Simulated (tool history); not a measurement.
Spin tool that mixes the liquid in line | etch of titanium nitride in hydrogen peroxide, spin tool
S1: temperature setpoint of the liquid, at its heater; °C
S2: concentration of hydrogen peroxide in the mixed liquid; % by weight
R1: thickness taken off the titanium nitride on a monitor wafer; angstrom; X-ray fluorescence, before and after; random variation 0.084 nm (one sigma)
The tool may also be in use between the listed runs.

run 1 day=0 | S1=49 S2=18 time_under_the_liquid_(s)=305 | R1=81.255
run 2 day=0.292 | S1=49 S2=16 time_under_the_liquid_(s)=305 | R1=79.08
run 3 day=0.396 | S1=54.5 S2=16 time_under_the_liquid_(s)=305 | R1=115.86
run 4 day=0.621 | S1=55 S2=16 time_under_the_liquid_(s)=305 | R1=121.62
run 5 day=0.896 | S1=55 S2=12.5 time_under_the_liquid_(s)=305 | R1=115.06
run 6 day=1.217 | S1=55.5 S2=12.5 time_under_the_liquid_(s)=305 | R1=118.56
run 7 day=1.254 | S1=56 S2=12.5 time_under_the_liquid_(s)=305 | R1=123.93

Forecast run 8:
run 8 day=1.454 | S1=56.5 S2=12.5 time_under_the_liquid_(s)=305 | R1=?

{"run 8": {"R1": 127.1}}
